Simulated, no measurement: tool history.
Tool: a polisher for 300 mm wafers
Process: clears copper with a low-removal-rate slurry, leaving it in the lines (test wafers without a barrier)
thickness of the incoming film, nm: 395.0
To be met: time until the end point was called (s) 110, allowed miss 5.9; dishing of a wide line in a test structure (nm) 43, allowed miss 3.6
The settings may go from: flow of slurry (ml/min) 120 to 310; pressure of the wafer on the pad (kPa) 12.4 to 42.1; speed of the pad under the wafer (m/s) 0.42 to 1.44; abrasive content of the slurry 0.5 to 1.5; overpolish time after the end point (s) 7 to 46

| run | hour | flow of slurry (ml/min) | pressure of the wafer on the pad (kPa) | speed of the pad under the wafer (m/s) | abrasive content of the slurry | overpolish time after the end point (s) | time until the end point was called (s) | dishing of a wide line in a test structure (nm) |
|---|---|---|---|---|---|---|---|---|
| 1 | 0 | 200 | 26.9 | 0.92 | 1 | 24 | 112.85 | 60.165 |
| 2 | 8.3 | 245 | 26.9 | 0.92 | 1 | 24 | 109.03 | 61.392 |
| 3 | 16.8 | 245 | 26.9 | 0.92 | 1 | 22 | 109.78 | 56.718 |
| 4 | 25.5 | 245 | 26.9 | 0.92 | 1 | 20 | 112.08 | 52.184 |
| 5 | 34 | 245 | 26.9 | 1.02 | 1 | 20 | 99.627 | 54.939 |
| 6 | 35.4 | 245 | 26.2 | 1.02 | 1 | 19 | 101.14 | 52.37 |
| 7 | 37.4 | 245 | 26.2 | 1.02 | 1 | 19 | 100.3 | 53.352 |
| 8 | 42.4 | 245 | 26.2 | 1.02 | 1 | 19 | 100.48 | 56.516 |
| 9 | 51.4 | 245 | 23.4 | 1.02 | 1 | 12 | 109.92 | 32.463 |
| 10 | 55.7 | 245 | 23.4 | 1.02 | 1 | 13 | 115.94 | 35.747 |
| 11 | 61.8 | 245 | 23.4 | 1.02 | 1 | 14 | 114.62 | 35.481 |
| 12 | 69.4 | 245 | 24.8 | 1.02 | 1 | 21 | 103.86 | 56.989 |
| 13 | 76 | 245 | 24.8 | 1.02 | 1 | 20 | 106.9 | 52.469 |
| 14 | 78.3 | 245 | 24.8 | 1.02 | 1 | 19 | 105.71 | 52.251 |
| 15 | 85.9 | 245 | 24.8 | 1.02 | 1 | 18 | 106.35 | 49.266 |
| 16 | 94.5 | 245 | 23.4 | 1.02 | 1 | 14 | 114.15 | 37.292 |

Which of these 5 next moves meets every target?
| A | 103.1 | 255 | 22.1 | 0.96 | 1 | 16 | ? | ? |
| B | 103.1 | 270 | 22.1 | 1.16 | 1 | 11 | ? | ? |
| C | 103.1 | 265 | 22.8 | 0.92 | 1.1 | 22 | ? | ? |
| D | 103.1 | 235 | 28.3 | 0.92 | 0.8 | 16 | ? | ? |
| E | 103.1 | 290 | 20.7 | 1.12 | 1 | 13 | ? | ? |

| move | time until the end point was called (s) | dishing of a wide line in a test structure (nm) |
|---|---|---|
| A | 123.45 | 39.576 |
| B | 102.12 | 33.727 |
| C | 121.41 | 52.331 |
| D | 108.18 | 44.907 |
| E | 111.72 | 35.945 |
A: brings the result that was furthest off to its target, and leaves another outside
B: further off than the last run
C: takes the result that was furthest off past its target
D: meets every target
E: further off than the last run
The right move is D.
